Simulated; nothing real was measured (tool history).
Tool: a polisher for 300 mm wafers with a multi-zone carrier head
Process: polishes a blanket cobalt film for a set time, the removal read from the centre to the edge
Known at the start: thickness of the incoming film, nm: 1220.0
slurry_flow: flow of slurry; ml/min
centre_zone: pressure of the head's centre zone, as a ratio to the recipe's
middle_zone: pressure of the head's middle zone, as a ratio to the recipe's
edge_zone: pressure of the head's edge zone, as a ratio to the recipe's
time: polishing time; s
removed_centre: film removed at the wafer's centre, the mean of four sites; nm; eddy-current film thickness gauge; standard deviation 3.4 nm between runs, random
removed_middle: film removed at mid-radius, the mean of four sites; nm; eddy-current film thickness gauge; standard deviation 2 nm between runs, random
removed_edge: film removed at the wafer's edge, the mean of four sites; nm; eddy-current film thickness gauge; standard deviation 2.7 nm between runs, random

run	hour	slurry_flow	centre_zone	middle_zone	edge_zone	time	removed_centre	removed_middle	removed_edge
1	0	280	1	1	1	38	170.75	180.5	167.42
2	0.7	280	1	1	1	43	195.93	199.28	187.95
3	1.6	290	1.04	1.02	1	44	205.99	210.36	195.7
4	6.5	295	1.09	1.02	0.98	44	207.8	210.28	191.26
5	9.5	295	1.12	1	0.95	45	219.31	210.34	195.87
6	18.1	295	1.12	1	0.91	45	224.33	210.48	193.76
7	19.9	300	1.13	1.01	0.9	45	226.91	210.99	190.41

What does the tool deliver on the next run?
8	23.4	305	1.14	1.01	0.9	45	?	?	?

removed_centre: 227.22 nm
removed_middle: 213.1 nm
removed_edge: 189.77 nm
